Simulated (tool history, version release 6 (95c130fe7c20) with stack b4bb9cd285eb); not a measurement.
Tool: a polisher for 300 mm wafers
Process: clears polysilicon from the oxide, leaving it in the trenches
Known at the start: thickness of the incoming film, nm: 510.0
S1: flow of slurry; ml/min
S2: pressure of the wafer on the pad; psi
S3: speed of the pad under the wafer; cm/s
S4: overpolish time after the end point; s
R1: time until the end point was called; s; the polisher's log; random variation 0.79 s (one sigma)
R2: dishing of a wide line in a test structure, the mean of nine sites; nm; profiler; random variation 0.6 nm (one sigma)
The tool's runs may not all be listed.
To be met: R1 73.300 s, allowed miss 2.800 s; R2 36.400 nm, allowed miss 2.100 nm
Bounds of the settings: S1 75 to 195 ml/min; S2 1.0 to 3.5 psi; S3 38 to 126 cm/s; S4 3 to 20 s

run	hour	S1	S2	S3	S4	R1	R2
1	0.0	125	2.2	82	10	49.118	44.462
2	5.1	125	2.2	82	14	49.617	47.798
3	13.6	125	2.2	82	10	49.897	45.375
4	15.1	125	2.2	88	10	46.343	44.511
5	16.4	125	2.2	88	7	46.603	39.714
6	19.6	140	2.2	88	7	46.940	40.315
7	26.5	140	2.0	88	7	50.161	39.256
8	32.6	140	1.8	88	7	55.476	36.228
9	35.6	140	1.7	86	8	59.331	37.534
10	43.7	140	1.6	86	8	64.420	38.261
11	47.5	140	1.5	86	8	67.641	35.100

Which of these 5 next moves meets every target?
A	51.3	145	1.6	68	7	?	?
B	51.3	145	1.6	66	9	?	?
C	51.3	130	1.5	68	10	?	?
D	51.3	160	1.4	70	10	?	?
E	51.3	125	1.5	80	11	?	?

move	R1	R2
A	72.875	31.543
B	74.114	35.879
C	79.121	36.603
D	80.090	36.383
E	72.473	39.790
A: brings the result that was furthest off to its target, and leaves another outside
B: meets every target
C: takes the result that was furthest off past its target
D: takes the result that was furthest off past its target
E: brings the result that was furthest off to its target, and leaves another outside
Move B is the one to make.

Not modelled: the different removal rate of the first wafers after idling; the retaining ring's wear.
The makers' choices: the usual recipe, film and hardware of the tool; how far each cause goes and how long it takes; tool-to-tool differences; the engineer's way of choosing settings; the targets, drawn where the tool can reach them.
